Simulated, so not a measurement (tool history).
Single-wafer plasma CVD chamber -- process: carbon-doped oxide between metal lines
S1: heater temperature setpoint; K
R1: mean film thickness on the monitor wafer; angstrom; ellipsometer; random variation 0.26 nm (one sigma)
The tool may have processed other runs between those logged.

run 1 hour=0.0 | S1=633.15 chamber_pressure_(Pa)=471 RF_power_(W)=475 deposition_time_(s)=21.2 | R1=914.53
run 2 hour=7.1 | S1=633.15 chamber_pressure_(Pa)=543 RF_power_(W)=475 deposition_time_(s)=21.2 | R1=927.65
run 3 hour=15.4 | S1=633.15 chamber_pressure_(Pa)=543 RF_power_(W)=475 deposition_time_(s)=20.1 | R1=884.68
run 4 hour=17.7 | S1=633.15 chamber_pressure_(Pa)=471 RF_power_(W)=475 deposition_time_(s)=20.1 | R1=871.34
run 5 hour=20.1 | S1=633.15 chamber_pressure_(Pa)=388 RF_power_(W)=475 deposition_time_(s)=20.1 | R1=855.88
run 6 hour=20.9 | S1=636.15 chamber_pressure_(Pa)=365 RF_power_(W)=445 deposition_time_(s)=20.1 | R1=806.85
run 7 hour=24.5 | S1=639.15 chamber_pressure_(Pa)=345 RF_power_(W)=430 deposition_time_(s)=20.1 | R1=778.07
run 8 hour=31.7 | S1=641.15 chamber_pressure_(Pa)=329 RF_power_(W)=420 deposition_time_(s)=20.1 | R1=753.40
run 9 hour=39.7 | S1=644.15 chamber_pressure_(Pa)=317 RF_power_(W)=415 deposition_time_(s)=20.1 | R1=737.44

Run 10 is up next; what results do you expect?
run 10 hour=45.3 | S1=646.15 chamber_pressure_(Pa)=309 RF_power_(W)=415 deposition_time_(s)=20.1 | R1=?

R1: 738.87 angstrom
